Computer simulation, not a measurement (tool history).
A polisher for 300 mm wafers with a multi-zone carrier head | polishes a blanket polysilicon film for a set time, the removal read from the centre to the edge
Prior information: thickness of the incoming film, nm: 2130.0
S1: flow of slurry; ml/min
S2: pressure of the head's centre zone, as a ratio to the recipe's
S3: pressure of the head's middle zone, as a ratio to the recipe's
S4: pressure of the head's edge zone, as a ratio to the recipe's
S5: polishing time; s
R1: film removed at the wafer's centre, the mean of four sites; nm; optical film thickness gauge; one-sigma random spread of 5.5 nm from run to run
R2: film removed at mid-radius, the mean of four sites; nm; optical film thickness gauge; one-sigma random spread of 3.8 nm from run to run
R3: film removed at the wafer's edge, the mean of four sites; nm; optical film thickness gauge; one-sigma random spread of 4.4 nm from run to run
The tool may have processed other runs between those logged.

Run 1, day 0.000: S1 215 ml/min, S2 1.00, S3 1.00, S4 1.00, S5 81 s. Result: R1 595.96 nm, R2 614.71 nm, R3 599.14 nm.
Run 2, day 0.162: S1 215 ml/min, S2 1.00, S3 1.00, S4 1.00, S5 100 s. Result: R1 750.10 nm, R2 755.83 nm, R3 736.55 nm.
Run 3, day 0.471: S1 215 ml/min, S2 1.00, S3 1.00, S4 0.96, S5 100 s. Result: R1 758.42 nm, R2 757.82 nm, R3 728.18 nm.
Run 4, day 0.771: S1 215 ml/min, S2 0.92, S3 1.00, S4 0.96, S5 100 s. Result: R1 692.27 nm, R2 756.05 nm, R3 707.60 nm.
Run 5, day 0.967: S1 210 ml/min, S2 0.91, S3 0.99, S4 0.94, S5 95 s. Result: R1 650.53 nm, R2 712.46 nm, R3 688.16 nm.
Run 6, day 1.312: S1 210 ml/min, S2 0.91, S3 1.05, S4 0.94, S5 95 s. Result: R1 664.46 nm, R2 735.75 nm, R3 683.52 nm.
Run 7, day 1.400: S1 215 ml/min, S2 0.92, S3 1.04, S4 0.93, S5 89 s. Result: R1 628.78 nm, R2 683.78 nm, R3 640.85 nm.
Run 8, day 1.717: S1 220 ml/min, S2 0.92, S3 1.04, S4 0.92, S5 84 s. Result: R1 587.67 nm, R2 646.89 nm, R3 595.76 nm.
Run 9, day 1.912: S1 225 ml/min, S2 0.92, S3 1.03, S4 0.91, S5 81 s. Result: R1 560.83 nm, R2 628.49 nm, R3 575.09 nm.
Run 10, day 2.058: S1 225 ml/min, S2 0.93, S3 1.01, S4 0.91, S5 78 s. Result: R1 556.54 nm, R2 585.70 nm, R3 563.71 nm.
Run 11, day 2.246: S1 225 ml/min, S2 0.93, S3 1.01, S4 0.91, S5 78 s. Result: R1 553.93 nm, R2 591.12 nm, R3 543.26 nm.
Run 12, day 2.396: S1 225 ml/min, S2 0.92, S3 0.99, S4 0.90, S5 76 s. Result: R1 527.84 nm, R2 571.57 nm, R3 540.62 nm.
Run 13, day 2.500: S1 190 ml/min, S2 0.94, S3 0.97, S4 0.85, S5 56 s. Result: R1 390.89 nm, R2 406.82 nm, R3 382.76 nm.
Run 14, day 2.692: S1 200 ml/min, S2 0.94, S3 0.97, S4 0.86, S5 56 s. Result: R1 387.58 nm, R2 411.31 nm, R3 389.74 nm.
Run 15, day 2.804: S1 210 ml/min, S2 0.94, S3 0.97, S4 0.86, S5 56 s. Result: R1 392.70 nm, R2 413.54 nm, R3 390.74 nm.

The next listed run, before its measurement:
Run 16, day 2.938: S1 220 ml/min, S2 0.94, S3 0.97, S4 0.87, S5 56 s. Result: R1 ?, R2 ?, R3 ?.

{"run 16": {"R1": 401.58, "R2": 420.02, "R3": 392.96}}
